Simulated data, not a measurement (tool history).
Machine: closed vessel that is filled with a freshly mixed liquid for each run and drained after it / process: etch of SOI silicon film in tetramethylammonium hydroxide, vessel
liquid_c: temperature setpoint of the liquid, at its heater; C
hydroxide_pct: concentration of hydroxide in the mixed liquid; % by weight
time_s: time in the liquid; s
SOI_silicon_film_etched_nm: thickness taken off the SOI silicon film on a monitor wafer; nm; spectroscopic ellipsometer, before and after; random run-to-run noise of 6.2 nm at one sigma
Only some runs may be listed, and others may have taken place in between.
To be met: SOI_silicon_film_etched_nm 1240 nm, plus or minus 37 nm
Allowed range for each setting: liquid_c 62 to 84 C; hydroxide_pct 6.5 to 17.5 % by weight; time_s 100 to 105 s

run,hour,liquid_c,hydroxide_pct,time_s,SOI_silicon_film_etched_nm
1,0,75,12,100,837.54
2,2.8,75,12,100,851.04
3,8,76.5,12,100,922.98
4,9.8,78,12,100,994.94
5,15.1,78,11,100,1025.7
6,24.2,78,10,100,1066.3
7,25.2,78.5,10,100,1098
8,31.3,79,10,100,1130.6
9,35.7,79.5,10,100,1168.6
10,43.9,80,10,100,1201.6

Consider the 4 candidate settings below. Which is the only one whose results all fall within their allowed miss of target?
A,52.1,80.5,11.5,100,?
B,52.1,82,10,100,?
C,52.1,80.5,11.5,105,?
D,52.1,80,10.5,100,?

move,SOI_silicon_film_etched_nm
A,1166.6
B,1330.3
C,1224.9
D,1172.5
A: the biggest miss grows against the last run
B: carries the result that was furthest off beyond its target, to the other side
C: each result inside its tolerance
D: the biggest miss grows against the last run
C meets every target.
